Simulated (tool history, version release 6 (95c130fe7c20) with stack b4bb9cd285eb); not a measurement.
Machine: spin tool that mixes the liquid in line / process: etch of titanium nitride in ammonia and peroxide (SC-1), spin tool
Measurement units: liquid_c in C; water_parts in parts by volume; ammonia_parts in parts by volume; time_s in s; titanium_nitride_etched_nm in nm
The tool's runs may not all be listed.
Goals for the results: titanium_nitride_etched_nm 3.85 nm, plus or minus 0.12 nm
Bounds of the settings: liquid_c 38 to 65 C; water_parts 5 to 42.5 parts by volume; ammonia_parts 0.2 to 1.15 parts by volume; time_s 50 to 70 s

{"run": 1, "hour": 0.0, "liquid_c": 49, "water_parts": 23.5, "ammonia_parts": 0.65, "time_s": 70, "titanium_nitride_etched_nm": 3.2835}
{"run": 2, "hour": 3.9, "liquid_c": 43, "water_parts": 23.5, "ammonia_parts": 0.65, "time_s": 70, "titanium_nitride_etched_nm": 2.1416}
{"run": 3, "hour": 4.8, "liquid_c": 44.5, "water_parts": 23.5, "ammonia_parts": 0.65, "time_s": 70, "titanium_nitride_etched_nm": 2.3759}
{"run": 4, "hour": 12.9, "liquid_c": 46, "water_parts": 23.5, "ammonia_parts": 0.65, "time_s": 70, "titanium_nitride_etched_nm": 2.7059}
{"run": 5, "hour": 21.3, "liquid_c": 47, "water_parts": 23.5, "ammonia_parts": 0.65, "time_s": 70, "titanium_nitride_etched_nm": 2.8676}
{"run": 6, "hour": 25.7, "liquid_c": 48, "water_parts": 23.5, "ammonia_parts": 0.65, "time_s": 70, "titanium_nitride_etched_nm": 3.0794}
{"run": 7, "hour": 28.0, "liquid_c": 48.5, "water_parts": 23.5, "ammonia_parts": 0.65, "time_s": 70, "titanium_nitride_etched_nm": 3.1823}
{"run": 8, "hour": 36.1, "liquid_c": 49, "water_parts": 23.5, "ammonia_parts": 0.65, "time_s": 70, "titanium_nitride_etched_nm": 3.3493}
{"run": 9, "hour": 40.6, "liquid_c": 49.5, "water_parts": 23.5, "ammonia_parts": 0.65, "time_s": 70, "titanium_nitride_etched_nm": 3.4686}

Consider the 5 candidate settings below. Which is the only one whose results all fall within their allowed miss of target?
{"run": "A", "hour": 45.1, "liquid_c": 50, "water_parts": 23, "ammonia_parts": 0.9, "time_s": 70, "titanium_nitride_etched_nm": "?"}
{"run": "B", "hour": 45.1, "liquid_c": 51, "water_parts": 26.5, "ammonia_parts": 0.7, "time_s": 70, "titanium_nitride_etched_nm": "?"}
{"run": "C", "hour": 45.1, "liquid_c": 50, "water_parts": 23, "ammonia_parts": 0.65, "time_s": 70, "titanium_nitride_etched_nm": "?"}
{"run": "D", "hour": 45.1, "liquid_c": 49.5, "water_parts": 21, "ammonia_parts": 0.6, "time_s": 70, "titanium_nitride_etched_nm": "?"}
{"run": "E", "hour": 45.1, "liquid_c": 55, "water_parts": 27, "ammonia_parts": 1.1, "time_s": 50, "titanium_nitride_etched_nm": "?"}

move=A titanium_nitride_etched_nm=3.7588
move=B titanium_nitride_etched_nm=3.5559
move=C titanium_nitride_etched_nm=3.5433
move=D titanium_nitride_etched_nm=3.5475
move=E titanium_nitride_etched_nm=3.587
A: all results land within tolerance of their targets
B: closer than the last run, but not yet in spec
C: closer than the last run, but not yet in spec
D: closer than the last run, but not yet in spec
E: closer than the last run, but not yet in spec
A meets every target.
